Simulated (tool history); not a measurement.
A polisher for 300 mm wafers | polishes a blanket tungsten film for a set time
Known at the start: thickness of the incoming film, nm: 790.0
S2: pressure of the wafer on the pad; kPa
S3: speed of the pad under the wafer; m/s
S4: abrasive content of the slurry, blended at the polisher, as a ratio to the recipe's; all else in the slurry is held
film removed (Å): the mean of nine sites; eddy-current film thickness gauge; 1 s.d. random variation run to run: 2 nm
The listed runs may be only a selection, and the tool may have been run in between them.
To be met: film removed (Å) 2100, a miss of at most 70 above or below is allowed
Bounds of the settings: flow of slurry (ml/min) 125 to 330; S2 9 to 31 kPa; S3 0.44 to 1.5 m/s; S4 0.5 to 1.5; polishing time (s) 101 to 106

Run 1, hour 0: flow of slurry (ml/min) 210, S2 20 kPa, S3 0.96 m/s, S4 1, polishing time (s) 101. Result: film removed (Å) 3194.2.
Run 2, hour 3.6: flow of slurry (ml/min) 210, S2 23.4 kPa, S3 0.96 m/s, S4 1, polishing time (s) 101. Result: film removed (Å) 3713.7.
Run 3, hour 4.5: flow of slurry (ml/min) 245, S2 23.4 kPa, S3 0.96 m/s, S4 1, polishing time (s) 101. Result: film removed (Å) 3739.6.
Run 4, hour 9.7: flow of slurry (ml/min) 245, S2 20.7 kPa, S3 0.96 m/s, S4 1, polishing time (s) 101. Result: film removed (Å) 3350.7.
Run 5, hour 14.2: flow of slurry (ml/min) 220, S2 20.7 kPa, S3 0.96 m/s, S4 1, polishing time (s) 101. Result: film removed (Å) 3328.8.
Run 6, hour 20.5: flow of slurry (ml/min) 220, S2 20.7 kPa, S3 0.96 m/s, S4 1, polishing time (s) 106. Result: film removed (Å) 3481.1.
Run 7, hour 26.6: flow of slurry (ml/min) 220, S2 17.9 kPa, S3 0.96 m/s, S4 1, polishing time (s) 106. Result: film removed (Å) 3004.6.
Run 8, hour 35: flow of slurry (ml/min) 220, S2 16.5 kPa, S3 0.96 m/s, S4 1, polishing time (s) 106. Result: film removed (Å) 2787.
Run 9, hour 41.8: flow of slurry (ml/min) 220, S2 15.2 kPa, S3 0.96 m/s, S4 1, polishing time (s) 106. Result: film removed (Å) 2591.3.
Run 10, hour 43.9: flow of slurry (ml/min) 210, S2 10.3 kPa, S3 0.96 m/s, S4 1, polishing time (s) 106. Result: film removed (Å) 1772.2.
Run 11, hour 46.7: flow of slurry (ml/min) 220, S2 11 kPa, S3 0.96 m/s, S4 1, polishing time (s) 106. Result: film removed (Å) 1911.5.
Run 12, hour 47.7: flow of slurry (ml/min) 225, S2 11 kPa, S3 0.96 m/s, S4 1, polishing time (s) 106. Result: film removed (Å) 1913.4.
Run 13, hour 52.8: flow of slurry (ml/min) 230, S2 11 kPa, S3 0.96 m/s, S4 1, polishing time (s) 106. Result: film removed (Å) 1893.2.
Run 14, hour 61.7: flow of slurry (ml/min) 230, S2 11.7 kPa, S3 0.96 m/s, S4 1, polishing time (s) 106. Result: film removed (Å) 2039.3.

Exactly one of the 5 candidate moves below puts every result within its allowed miss. Which one?
Run A, hour 70.6: flow of slurry (ml/min) 250, S2 16.5 kPa, S3 0.74 m/s, S4 1.05, polishing time (s) 106. Result: film removed (Å) ?.
Run B, hour 70.6: flow of slurry (ml/min) 150, S2 12.4 kPa, S3 1 m/s, S4 1.15, polishing time (s) 106. Result: film removed (Å) ?.
Run C, hour 70.6: flow of slurry (ml/min) 235, S2 11.7 kPa, S3 1.02 m/s, S4 0.85, polishing time (s) 101. Result: film removed (Å) ?.
Run D, hour 70.6: flow of slurry (ml/min) 190, S2 9 kPa, S3 1.36 m/s, S4 0.6, polishing time (s) 106. Result: film removed (Å) ?.
Run E, hour 70.6: flow of slurry (ml/min) 260, S2 10.3 kPa, S3 1.06 m/s, S4 0.95, polishing time (s) 104. Result: film removed (Å) ?.

move  film removed (Å)
   A            2232.5
   B            2130.9
   C            1993.5
   D            1973.9
   E            1952.8
A: takes the result that was furthest off past its target
B: hits every target within its allowed miss
C: further off than the last run
D: further off than the last run
E: further off than the last run
Answer: B
